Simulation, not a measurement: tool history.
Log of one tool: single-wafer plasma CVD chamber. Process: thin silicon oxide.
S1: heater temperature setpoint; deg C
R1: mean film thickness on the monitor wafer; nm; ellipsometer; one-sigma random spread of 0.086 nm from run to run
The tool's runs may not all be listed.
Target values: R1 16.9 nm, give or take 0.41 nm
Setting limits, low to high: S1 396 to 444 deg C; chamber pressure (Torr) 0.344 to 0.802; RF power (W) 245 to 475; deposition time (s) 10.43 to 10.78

{"run": 1, "hour": 0.0, "S1": 420, "chamber pressure (Torr)": 0.573, "RF power (W)": 360, "deposition time (s)": 10.43, "R1": 13.597}
{"run": 2, "hour": 7.3, "S1": 420, "chamber pressure (Torr)": 0.573, "RF power (W)": 385, "deposition time (s)": 10.43, "R1": 13.706}
{"run": 3, "hour": 15.5, "S1": 420, "chamber pressure (Torr)": 0.6, "RF power (W)": 385, "deposition time (s)": 10.44, "R1": 14.529}
{"run": 4, "hour": 19.0, "S1": 420, "chamber pressure (Torr)": 0.619, "RF power (W)": 385, "deposition time (s)": 10.44, "R1": 14.852}
{"run": 5, "hour": 27.3, "S1": 420, "chamber pressure (Torr)": 0.638, "RF power (W)": 385, "deposition time (s)": 10.45, "R1": 15.289}
{"run": 6, "hour": 29.9, "S1": 420, "chamber pressure (Torr)": 0.653, "RF power (W)": 385, "deposition time (s)": 10.45, "R1": 15.532}
{"run": 7, "hour": 32.3, "S1": 420, "chamber pressure (Torr)": 0.653, "RF power (W)": 385, "deposition time (s)": 10.45, "R1": 15.668}
{"run": 8, "hour": 39.3, "S1": 420, "chamber pressure (Torr)": 0.665, "RF power (W)": 385, "deposition time (s)": 10.45, "R1": 15.941}
{"run": 9, "hour": 40.8, "S1": 420, "chamber pressure (Torr)": 0.674, "RF power (W)": 385, "deposition time (s)": 10.45, "R1": 16.246}
{"run": 10, "hour": 42.6, "S1": 420, "chamber pressure (Torr)": 0.68, "RF power (W)": 385, "deposition time (s)": 10.45, "R1": 16.203}
{"run": 11, "hour": 48.2, "S1": 420, "chamber pressure (Torr)": 0.68, "RF power (W)": 385, "deposition time (s)": 10.45, "R1": 16.112}

Exercise: of the 5 proposed moves below, exactly one satisfies all targets within the stated allowed misses. Which move is it?
{"run": "A", "hour": 53.8, "S1": 415, "chamber pressure (Torr)": 0.625, "RF power (W)": 415, "deposition time (s)": 10.51, "R1": "?"}
{"run": "B", "hour": 53.8, "S1": 418, "chamber pressure (Torr)": 0.639, "RF power (W)": 360, "deposition time (s)": 10.43, "R1": "?"}
{"run": "C", "hour": 53.8, "S1": 421, "chamber pressure (Torr)": 0.667, "RF power (W)": 415, "deposition time (s)": 10.78, "R1": "?"}
{"run": "D", "hour": 53.8, "S1": 416, "chamber pressure (Torr)": 0.654, "RF power (W)": 405, "deposition time (s)": 10.43, "R1": "?"}
{"run": "E", "hour": 53.8, "S1": 423, "chamber pressure (Torr)": 0.67, "RF power (W)": 400, "deposition time (s)": 10.43, "R1": "?"}

move=A R1=15.393
move=B R1=15.086
move=C R1=16.732
move=D R1=15.857
move=E R1=16.102
A: misses by more than the last run did
B: misses by more than the last run did
C: every result lands within tolerance
D: misses by more than the last run did
E: about as far from the targets as the last run
The right move is C.
